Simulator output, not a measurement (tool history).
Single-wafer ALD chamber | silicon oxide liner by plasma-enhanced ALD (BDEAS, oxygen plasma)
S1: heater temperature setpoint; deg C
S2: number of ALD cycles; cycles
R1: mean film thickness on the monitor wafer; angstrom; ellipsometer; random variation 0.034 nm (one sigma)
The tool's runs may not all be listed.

| run | day | S1 | S2 | R1 |
|---|---|---|---|---|
| 1 | 0.000 | 325 | 85 | 73.012 |
| 2 | 0.250 | 325 | 74 | 63.736 |
| 3 | 0.362 | 325 | 78 | 66.859 |
| 4 | 0.562 | 325 | 81 | 69.676 |
| 5 | 0.838 | 325 | 83 | 71.731 |
| 6 | 1.204 | 330 | 83 | 70.832 |

The next listed run, before its measurement:
| 7 | 1.542 | 329 | 85 | ? |

{"run 7": {"R1": 72.602}}

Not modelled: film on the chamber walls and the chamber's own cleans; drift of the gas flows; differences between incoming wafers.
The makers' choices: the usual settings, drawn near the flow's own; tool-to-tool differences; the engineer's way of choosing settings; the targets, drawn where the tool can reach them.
